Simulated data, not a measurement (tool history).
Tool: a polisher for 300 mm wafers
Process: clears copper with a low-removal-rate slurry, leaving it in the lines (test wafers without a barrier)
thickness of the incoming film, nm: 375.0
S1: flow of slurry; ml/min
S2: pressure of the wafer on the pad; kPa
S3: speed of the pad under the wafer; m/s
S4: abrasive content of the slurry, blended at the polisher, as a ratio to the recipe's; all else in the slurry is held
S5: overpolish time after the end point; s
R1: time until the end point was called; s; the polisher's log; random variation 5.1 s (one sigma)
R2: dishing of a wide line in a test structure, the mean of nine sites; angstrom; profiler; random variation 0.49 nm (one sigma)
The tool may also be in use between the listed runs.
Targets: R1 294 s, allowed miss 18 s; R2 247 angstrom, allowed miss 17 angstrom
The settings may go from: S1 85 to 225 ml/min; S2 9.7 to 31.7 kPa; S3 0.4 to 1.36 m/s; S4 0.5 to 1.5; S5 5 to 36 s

run,day,S1,S2,S3,S4,S5,R1,R2
1,0,145,20.7,0.88,1,18,162.76,299.69
2,0.071,145,19.3,0.88,1,19,173.59,305.92
3,0.125,125,19.3,0.88,1,19,184.27,295.61
4,0.154,125,21.4,0.88,1,19,159.85,317.67
5,0.225,125,20,0.88,1,19,173.46,309.55
6,0.567,125,18.6,0.88,1,19,186.91,288.66
7,0.658,125,17.2,0.88,1,19,194.72,273.91
8,0.888,125,17.2,0.88,1,19,199.05,261.4
9,1.242,125,16.5,0.88,1,20,205.81,274.82
10,1.4,125,15.9,0.88,1,21,211.1,267.62
11,1.462,125,15.2,0.88,1,22,218.85,267.93
12,1.712,125,14.5,0.88,1,23,232.6,274.58
13,1.8,125,13.8,0.88,1,23,238.42,258.47
14,1.967,125,13.1,0.88,1,24,247.15,257.22
15,2.033,125,12.4,0.88,1,24,266.45,245.92

Which of these 4 next moves meets every target?
A,2.1,105,11,0.76,1.1,30,?,?
B,2.1,125,13.1,0.92,1.05,20,?,?
C,2.1,115,11,1.06,1.1,22,?,?
D,2.1,85,11,1.08,0.95,26,?,?

move,R1,R2
A,341.36,240.59
B,241.85,229.09
C,257.97,234.1
D,285.04,248.84
A: takes the result that was furthest off past its target
B: further off than the last run
C: further off than the last run
D: meets every target
Move D is the one to make.
